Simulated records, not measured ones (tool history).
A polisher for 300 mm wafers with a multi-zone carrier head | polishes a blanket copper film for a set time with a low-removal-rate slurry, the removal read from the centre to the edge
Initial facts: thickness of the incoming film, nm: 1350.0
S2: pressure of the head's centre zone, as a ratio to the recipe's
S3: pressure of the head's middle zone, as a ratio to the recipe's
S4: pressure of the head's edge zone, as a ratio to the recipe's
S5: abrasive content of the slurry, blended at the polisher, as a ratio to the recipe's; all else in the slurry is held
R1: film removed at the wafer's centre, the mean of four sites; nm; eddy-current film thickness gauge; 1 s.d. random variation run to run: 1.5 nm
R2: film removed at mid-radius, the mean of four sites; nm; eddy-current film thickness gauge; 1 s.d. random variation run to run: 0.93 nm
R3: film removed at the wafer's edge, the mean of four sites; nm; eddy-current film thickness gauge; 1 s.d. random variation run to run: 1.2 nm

Run 1, hour 0.0: flow of slurry (ml/min) 255, S2 1.00, S3 1.00, S4 1.00, S5 1.00, polishing time (s) 70. Result: R1 146.32 nm, R2 149.16 nm, R3 143.84 nm.
Run 2, hour 5.2: flow of slurry (ml/min) 280, S2 1.00, S3 1.00, S4 1.00, S5 1.00, polishing time (s) 70. Result: R1 147.83 nm, R2 151.06 nm, R3 149.11 nm.
Run 3, hour 12.9: flow of slurry (ml/min) 250, S2 1.01, S3 0.98, S4 0.97, S5 0.95, polishing time (s) 70. Result: R1 145.67 nm, R2 147.54 nm, R3 144.00 nm.
Run 4, hour 20.4: flow of slurry (ml/min) 250, S2 0.97, S3 0.98, S4 0.97, S5 0.95, polishing time (s) 70. Result: R1 142.01 nm, R2 146.93 nm, R3 140.72 nm.
Run 5, hour 21.1: flow of slurry (ml/min) 230, S2 0.99, S3 0.95, S4 0.93, S5 0.90, polishing time (s) 70. Result: R1 138.28 nm, R2 141.38 nm, R3 140.19 nm.
Run 6, hour 22.1: flow of slurry (ml/min) 230, S2 0.99, S3 0.95, S4 0.93, S5 0.80, polishing time (s) 70. Result: R1 139.41 nm, R2 138.93 nm, R3 134.97 nm.

Run 7 comes next. What will it give?
Run 7, hour 23.5: flow of slurry (ml/min) 220, S2 1.00, S3 0.95, S4 0.92, S5 0.70, polishing time (s) 70. Result: R1 ?, R2 ?, R3 ?.

R1: 138.00 nm
R2: 137.81 nm
R3: 133.97 nm

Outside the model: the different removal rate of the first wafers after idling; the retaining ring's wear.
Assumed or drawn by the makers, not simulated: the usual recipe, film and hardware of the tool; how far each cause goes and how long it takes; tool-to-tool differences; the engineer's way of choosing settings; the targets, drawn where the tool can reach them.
